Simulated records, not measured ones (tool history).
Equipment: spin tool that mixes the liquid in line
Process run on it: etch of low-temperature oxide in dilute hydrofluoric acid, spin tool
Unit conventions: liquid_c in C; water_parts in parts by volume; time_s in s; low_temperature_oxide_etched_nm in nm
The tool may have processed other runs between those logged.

| run | day | liquid_c | water_parts | time_s | low_temperature_oxide_etched_nm |
|---|---|---|---|---|---|
| 1 | 0 | 24 | 85 | 250 | 67.336 |
| 2 | 0.371 | 24 | 85 | 250 | 66.84 |
| 3 | 0.683 | 24 | 85 | 270 | 72.824 |
| 4 | 0.738 | 24 | 70 | 270 | 90.357 |
| 5 | 0.912 | 25.5 | 70 | 270 | 94.828 |
| 6 | 1.233 | 26 | 70 | 270 | 96.786 |
| 7 | 1.421 | 26.5 | 70 | 270 | 99.876 |
| 8 | 1.542 | 27 | 70 | 270 | 100.26 |
| 9 | 1.579 | 27.5 | 70 | 270 | 103.57 |
| 10 | 1.717 | 28 | 70 | 270 | 105.08 |
| 11 | 1.904 | 28.5 | 70 | 270 | 108.01 |

What does the tool deliver on the next run?
| 12 | 2.112 | 29 | 70 | 270 | ? |

low_temperature_oxide_etched_nm: 109.28 nm
